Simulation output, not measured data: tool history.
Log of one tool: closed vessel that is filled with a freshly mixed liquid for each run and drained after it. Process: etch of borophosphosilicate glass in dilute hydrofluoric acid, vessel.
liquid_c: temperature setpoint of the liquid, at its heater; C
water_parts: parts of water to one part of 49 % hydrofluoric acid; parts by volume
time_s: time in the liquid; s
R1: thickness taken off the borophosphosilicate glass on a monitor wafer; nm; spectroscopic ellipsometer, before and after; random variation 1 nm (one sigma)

Run 1, hour 0: liquid_c 20 C, water_parts 110 parts by volume, time_s 185 s. Result: R1 59.125 nm.
Run 2, hour 1.3: liquid_c 21 C, water_parts 100 parts by volume, time_s 185 s. Result: R1 68.325 nm.
Run 3, hour 5.8: liquid_c 21 C, water_parts 70 parts by volume, time_s 185 s. Result: R1 99.735 nm.
Run 4, hour 9.1: liquid_c 22 C, water_parts 65 parts by volume, time_s 185 s. Result: R1 113.59 nm.
Run 5, hour 9.9: liquid_c 19.5 C, water_parts 65 parts by volume, time_s 185 s. Result: R1 102.85 nm.
Run 6, hour 15.8: liquid_c 20.5 C, water_parts 60 parts by volume, time_s 185 s. Result: R1 117.1 nm.
Run 7, hour 22.5: liquid_c 21.5 C, water_parts 60 parts by volume, time_s 185 s. Result: R1 123.03 nm.
Run 8, hour 23.1: liquid_c 22.5 C, water_parts 60 parts by volume, time_s 185 s. Result: R1 126.99 nm.

The next listed run, before its measurement:
Run 9, hour 24.2: liquid_c 23.5 C, water_parts 60 parts by volume, time_s 185 s. Result: R1 ?.

R1: 133.22 nm
